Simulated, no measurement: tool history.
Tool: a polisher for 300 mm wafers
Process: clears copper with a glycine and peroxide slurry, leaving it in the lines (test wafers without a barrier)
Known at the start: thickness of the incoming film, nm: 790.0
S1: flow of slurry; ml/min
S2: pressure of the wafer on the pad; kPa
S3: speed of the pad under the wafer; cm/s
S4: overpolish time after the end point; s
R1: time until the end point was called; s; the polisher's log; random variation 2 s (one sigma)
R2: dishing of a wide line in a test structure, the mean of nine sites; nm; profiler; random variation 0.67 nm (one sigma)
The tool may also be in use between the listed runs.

run 1 hour=0.0 | S1=280 S2=17.2 S3=130 S4=10 | R1=148.26 R2=40.414
run 2 hour=2.4 | S1=280 S2=17.2 S3=130 S4=11 | R1=145.52 R2=42.615
run 3 hour=8.7 | S1=280 S2=17.2 S3=102 S4=11 | R1=181.64 R2=37.478
run 4 hour=12.9 | S1=345 S2=17.2 S3=102 S4=11 | R1=180.99 R2=37.155
run 5 hour=15.9 | S1=345 S2=18.6 S3=102 S4=12 | R1=166.53 R2=42.482
run 6 hour=18.7 | S1=345 S2=14.5 S3=102 S4=12 | R1=197.57 R2=36.567
run 7 hour=27.3 | S1=345 S2=16.5 S3=102 S4=13 | R1=181.96 R2=42.180
run 8 hour=28.2 | S1=345 S2=17.9 S3=102 S4=14 | R1=169.50 R2=46.371
run 9 hour=33.0 | S1=345 S2=18.6 S3=102 S4=15 | R1=166.37 R2=52.005

Forecast run 10:
run 10 hour=36.3 | S1=345 S2=19.3 S3=102 S4=15 | R1=? R2=?

{"run 10": {"R1": 160.41, "R2": 51.969}}
